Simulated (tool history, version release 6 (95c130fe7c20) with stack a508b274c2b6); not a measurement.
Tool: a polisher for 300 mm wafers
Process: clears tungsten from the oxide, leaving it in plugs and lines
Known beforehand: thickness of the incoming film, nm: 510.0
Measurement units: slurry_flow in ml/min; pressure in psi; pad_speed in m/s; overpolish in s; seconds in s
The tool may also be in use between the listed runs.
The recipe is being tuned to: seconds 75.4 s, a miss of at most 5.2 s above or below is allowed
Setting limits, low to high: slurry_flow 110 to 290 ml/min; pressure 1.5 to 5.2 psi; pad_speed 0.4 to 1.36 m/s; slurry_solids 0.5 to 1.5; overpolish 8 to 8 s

{"run": 1, "hour": 0.0, "slurry_flow": 185, "pressure": 3.3, "pad_speed": 0.88, "slurry_solids": 1, "overpolish": 8, "seconds": 170.3}
{"run": 2, "hour": 7.0, "slurry_flow": 185, "pressure": 3.3, "pad_speed": 0.88, "slurry_solids": 1, "overpolish": 8, "seconds": 168.79}
{"run": 3, "hour": 9.9, "slurry_flow": 185, "pressure": 3.3, "pad_speed": 0.88, "slurry_solids": 1, "overpolish": 8, "seconds": 167.14}
{"run": 4, "hour": 11.6, "slurry_flow": 185, "pressure": 3.3, "pad_speed": 0.96, "slurry_solids": 1, "overpolish": 8, "seconds": 157.82}
{"run": 5, "hour": 19.2, "slurry_flow": 185, "pressure": 3.8, "pad_speed": 1.02, "slurry_solids": 1, "overpolish": 8, "seconds": 126.57}
{"run": 6, "hour": 21.8, "slurry_flow": 185, "pressure": 3.8, "pad_speed": 1.02, "slurry_solids": 1.15, "overpolish": 8, "seconds": 118.94}
{"run": 7, "hour": 25.3, "slurry_flow": 185, "pressure": 4.2, "pad_speed": 1.04, "slurry_solids": 1.15, "overpolish": 8, "seconds": 108.01}
{"run": 8, "hour": 30.0, "slurry_flow": 185, "pressure": 4.5, "pad_speed": 1.08, "slurry_solids": 1.15, "overpolish": 8, "seconds": 101.79}
{"run": 9, "hour": 31.2, "slurry_flow": 185, "pressure": 4.7, "pad_speed": 1.12, "slurry_solids": 1.15, "overpolish": 8, "seconds": 93.11}
{"run": 10, "hour": 34.2, "slurry_flow": 185, "pressure": 4.8, "pad_speed": 1.16, "slurry_solids": 1.15, "overpolish": 8, "seconds": 87.809}
{"run": 11, "hour": 41.0, "slurry_flow": 185, "pressure": 4.9, "pad_speed": 1.18, "slurry_solids": 1.15, "overpolish": 8, "seconds": 83.905}

Exactly one of the 5 candidate moves below puts every result within its allowed miss. Which one?
{"run": "A", "hour": 47.8, "slurry_flow": 205, "pressure": 5.2, "pad_speed": 1.04, "slurry_solids": 1.1, "overpolish": 8, "seconds": "?"}
{"run": "B", "hour": 47.8, "slurry_flow": 215, "pressure": 5.2, "pad_speed": 1.14, "slurry_solids": 1.35, "overpolish": 8, "seconds": "?"}
{"run": "C", "hour": 47.8, "slurry_flow": 180, "pressure": 5.1, "pad_speed": 1.14, "slurry_solids": 0.9, "overpolish": 8, "seconds": "?"}
{"run": "D", "hour": 47.8, "slurry_flow": 140, "pressure": 4.4, "pad_speed": 1.12, "slurry_solids": 1.15, "overpolish": 8, "seconds": "?"}
{"run": "E", "hour": 47.8, "slurry_flow": 155, "pressure": 4.4, "pad_speed": 1.26, "slurry_solids": 1.2, "overpolish": 8, "seconds": "?"}

move=A seconds=88.385
move=B seconds=76.378
move=C seconds=88.044
move=D seconds=100.84
move=E seconds=87.637
A: lands further from the targets than the last run did
B: all results land within tolerance of their targets
C: lands further from the targets than the last run did
D: lands further from the targets than the last run did
E: lands further from the targets than the last run did
So the answer is move B, the one that meets all the targets.

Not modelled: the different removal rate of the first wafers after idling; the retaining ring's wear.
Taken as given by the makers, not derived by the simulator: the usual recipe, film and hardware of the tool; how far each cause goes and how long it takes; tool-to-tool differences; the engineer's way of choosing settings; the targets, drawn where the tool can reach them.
